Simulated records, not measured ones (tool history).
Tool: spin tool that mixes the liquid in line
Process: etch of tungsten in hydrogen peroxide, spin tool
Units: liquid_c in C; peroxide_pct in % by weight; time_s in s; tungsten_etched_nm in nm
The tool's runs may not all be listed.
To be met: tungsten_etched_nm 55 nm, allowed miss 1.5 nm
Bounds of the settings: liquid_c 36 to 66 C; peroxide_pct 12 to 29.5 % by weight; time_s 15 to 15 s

run	day	liquid_c	peroxide_pct	time_s	tungsten_etched_nm
1	0	52	20	15	32.666
2	0.154	52	18	15	30.686
3	0.4	52	14	15	26.831
4	0.729	54.5	14	15	31.838
5	0.867	54.5	15.5	15	33.257
6	1.188	54.5	12	15	29.515
7	1.35	56.5	12	15	33.125
8	1.7	58.5	12	15	36.72
9	1.921	60	12	15	40.351
10	2.117	61	12	15	43.438

5 next moves are on the table. One of them brings every result within its allowed miss. Which?
A	2.312	54	12.5	15	?
B	2.312	65.5	13.5	15	?
C	2.312	66	12.5	15	?
D	2.312	63	15.5	15	?
E	2.312	65.5	13	15	?

move	tungsten_etched_nm
A	29.298
B	59.057
C	58.429
D	55.005
E	57.953
A: further off than the last run
B: takes the result that was furthest off past its target
C: takes the result that was furthest off past its target
D: meets every target
E: takes the result that was furthest off past its target
Answer: D

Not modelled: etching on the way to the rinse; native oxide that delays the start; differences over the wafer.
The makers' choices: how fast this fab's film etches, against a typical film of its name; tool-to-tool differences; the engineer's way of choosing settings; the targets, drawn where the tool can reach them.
